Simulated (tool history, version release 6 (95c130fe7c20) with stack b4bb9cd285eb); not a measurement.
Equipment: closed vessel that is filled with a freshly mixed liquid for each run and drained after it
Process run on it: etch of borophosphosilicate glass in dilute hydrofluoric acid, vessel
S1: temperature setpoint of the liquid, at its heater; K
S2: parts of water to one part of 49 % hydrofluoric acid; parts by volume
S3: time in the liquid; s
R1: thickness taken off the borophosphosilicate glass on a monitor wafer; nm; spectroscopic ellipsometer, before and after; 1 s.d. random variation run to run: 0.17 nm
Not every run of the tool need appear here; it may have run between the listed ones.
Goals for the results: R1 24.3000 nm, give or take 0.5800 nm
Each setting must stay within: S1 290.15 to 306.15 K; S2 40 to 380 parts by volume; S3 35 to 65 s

run,day,S1,S2,S3,R1
1,0.000,298.15,210,65,10.4040
2,0.292,298.15,185,65,12.1590
3,0.329,298.15,245,65,8.6828
4,0.388,299.15,225,65,10.0640
5,0.633,301.65,225,65,10.9110
6,0.917,301.65,225,65,10.8890
7,1.079,302.15,205,65,12.3700
8,1.212,302.65,190,65,13.7650
9,1.521,303.15,175,65,15.6330
10,1.592,303.65,165,65,16.9430
11,1.750,304.15,160,65,17.9130
12,1.800,306.15,115,65,28.6720
13,2.175,305.65,115,65,28.0690
14,2.288,305.15,115,65,27.7300
15,2.654,304.65,115,65,27.0260
16,3.012,304.15,115,65,26.6140
17,3.329,303.65,115,65,26.0850
18,3.421,303.15,115,65,25.5540

Which one of the following 4 next-run settings gets every result inside its allowed miss? There is exactly one.
A,3.512,301.15,120,65,?
B,3.512,305.65,135,65,?
C,3.512,302.65,125,65,?
D,3.512,305.65,130,65,?

move,R1
A,22.7660
B,23.3700
C,22.9580
D,24.4420
A: takes the result that was furthest off past its target
B: takes the result that was furthest off past its target
C: takes the result that was furthest off past its target
D: every result within its allowed miss
So the answer is move D, the one that meets all the targets.
